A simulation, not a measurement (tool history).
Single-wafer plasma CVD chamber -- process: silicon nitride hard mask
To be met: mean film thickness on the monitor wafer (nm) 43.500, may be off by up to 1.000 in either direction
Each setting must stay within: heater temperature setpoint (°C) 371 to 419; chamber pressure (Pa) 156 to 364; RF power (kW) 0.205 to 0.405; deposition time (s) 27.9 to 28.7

run,hour,heater temperature setpoint (°C),chamber pressure (Pa),RF power (kW),deposition time (s),mean film thickness on the monitor wafer (nm)
1,0.0,395,260,0.305,27.9,39.263
2,7.7,395,237,0.305,27.9,38.302
3,8.5,395,237,0.305,28.7,39.045
4,9.5,395,248,0.305,28.7,39.855
5,12.8,395,248,0.305,28.7,40.010
6,14.6,395,208,0.305,28.7,37.541
7,19.3,395,223,0.310,28.7,38.507
8,23.8,395,233,0.310,28.7,39.391
9,27.3,395,243,0.310,28.7,39.581
10,35.2,395,252,0.315,28.7,40.667
11,42.2,395,259,0.315,28.7,41.216
12,47.5,395,264,0.315,28.7,41.157
13,55.1,395,269,0.315,28.7,41.584
14,60.2,395,273,0.315,28.7,41.409
15,64.2,395,279,0.315,28.7,42.149
16,67.6,395,281,0.315,28.7,42.044

4 next moves are on the table. One of them brings every result within its allowed miss. Which?
A,71.0,400,288,0.325,28.7,?
B,71.0,394,325,0.335,28.7,?
C,71.0,400,277,0.315,28.0,?
D,71.0,398,253,0.330,28.3,?

move,mean film thickness on the monitor wafer (nm)
A,43.632
B,46.000
C,41.377
D,41.776
A: every result lands within tolerance
B: takes the result that was furthest off past its target
C: moves away from the targets compared with the last run
D: moves away from the targets compared with the last run
The move that meets every target is A.
